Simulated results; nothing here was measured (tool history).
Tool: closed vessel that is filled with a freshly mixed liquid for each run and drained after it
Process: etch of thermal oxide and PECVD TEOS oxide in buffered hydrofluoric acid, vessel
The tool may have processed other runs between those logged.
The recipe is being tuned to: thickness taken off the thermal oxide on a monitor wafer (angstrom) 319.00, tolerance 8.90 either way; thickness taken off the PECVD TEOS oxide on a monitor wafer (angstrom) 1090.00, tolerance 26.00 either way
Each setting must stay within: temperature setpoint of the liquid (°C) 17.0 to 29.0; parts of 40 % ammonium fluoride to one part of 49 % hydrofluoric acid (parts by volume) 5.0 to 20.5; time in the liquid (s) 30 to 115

run    day  temperature setpoint of the liquid (°C)  parts of 40 % ammonium fluoride to one part of 49 % hydrofluoric acid (parts by volume)  time in the liquid (s)  thickness taken off the thermal oxide on a monitor wafer (angstrom)  thickness taken off the PECVD TEOS oxide on a monitor wafer (angstrom)
  1  0.000                                     21.0                                                                                     12.5                      60                                                               460.53                                                                 1575.60
  2  0.062                                     20.0                                                                                     13.0                      60                                                               412.91                                                                 1424.90
  3  0.192                                     20.0                                                                                     13.0                      80                                                               544.72                                                                 1883.00
  4  0.442                                     20.0                                                                                     13.0                      60                                                               414.97                                                                 1441.20
  5  0.592                                     20.0                                                                                     13.0                      50                                                               348.11                                                                 1194.20
  6  0.758                                     20.0                                                                                     15.5                      50                                                               288.22                                                                  994.99
  7  1.000                                     20.5                                                                                     15.5                      50                                                               300.52                                                                 1034.70
  8  1.183                                     21.0                                                                                     15.5                      50                                                               310.34                                                                 1056.10

5 candidate next runs follow, results not yet known. Just one meets every target within its allowed miss. Identify it.
  A  1.367                                     27.5                                                                                     20.5                      45                                                                    ?                                                                       ?
  B  1.367                                     23.0                                                                                     14.5                      40                                                                    ?                                                                       ?
  C  1.367                                     25.5                                                                                     18.5                      45                                                                    ?                                                                       ?
  D  1.367                                     24.0                                                                                     19.5                      55                                                                    ?                                                                       ?
  E  1.367                                     21.5                                                                                     14.5                      45                                                                    ?                                                                       ?

move  thickness taken off the thermal oxide on a monitor wafer (angstrom)  thickness taken off the PECVD TEOS oxide on a monitor wafer (angstrom)
   A                                                               306.09                                                                 1044.30
   B                                                               297.48                                                                 1014.90
   C                                                               301.82                                                                 1029.80
   D                                                               322.77                                                                 1101.20
   E                                                               308.05                                                                 1051.00
A: misses by more than the last run did
B: misses by more than the last run did
C: misses by more than the last run did
D: every result within its allowed miss
E: misses by more than the last run did
Correct choice: D, which meets every target

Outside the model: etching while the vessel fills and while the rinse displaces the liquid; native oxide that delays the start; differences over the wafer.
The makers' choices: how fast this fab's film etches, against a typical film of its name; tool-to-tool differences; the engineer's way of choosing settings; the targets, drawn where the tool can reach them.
